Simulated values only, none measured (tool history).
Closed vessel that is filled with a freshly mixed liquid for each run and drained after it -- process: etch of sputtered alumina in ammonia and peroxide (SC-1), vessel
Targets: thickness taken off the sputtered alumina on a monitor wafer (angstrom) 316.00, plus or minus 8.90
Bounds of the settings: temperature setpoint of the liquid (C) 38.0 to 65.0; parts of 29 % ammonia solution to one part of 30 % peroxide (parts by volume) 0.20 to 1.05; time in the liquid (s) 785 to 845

run	hour	temperature setpoint of the liquid (C)	parts of 29 % ammonia solution to one part of 30 % peroxide (parts by volume)	time in the liquid (s)	thickness taken off the sputtered alumina on a monitor wafer (angstrom)
1	0.0	49.0	0.55	785	268.36
2	2.9	49.0	0.55	845	284.05
3	9.1	49.0	0.70	845	294.92
4	11.9	49.0	0.85	845	299.08
5	16.9	49.0	0.85	845	298.67
6	17.7	49.0	0.85	785	275.88
7	21.5	50.0	0.85	785	296.13
# hour 28.0: ammonia flow meter replaced
8	28.0	50.5	0.85	785	299.77

5 candidate next runs follow, results not yet known. Just one meets every target within its allowed miss. Identify it.
A	34.5	49.0	0.90	785	?
B	34.5	49.0	1.05	800	?
C	34.5	50.0	0.65	785	?
D	34.5	49.5	0.85	800	?
E	34.5	50.0	0.90	845	?

move	thickness taken off the sputtered alumina on a monitor wafer (angstrom)
A	277.74
B	287.23
C	284.56
D	289.40
E	315.92
A: lands further from the targets than the last run did
B: lands further from the targets than the last run did
C: lands further from the targets than the last run did
D: lands further from the targets than the last run did
E: all results in spec
The right move is E.
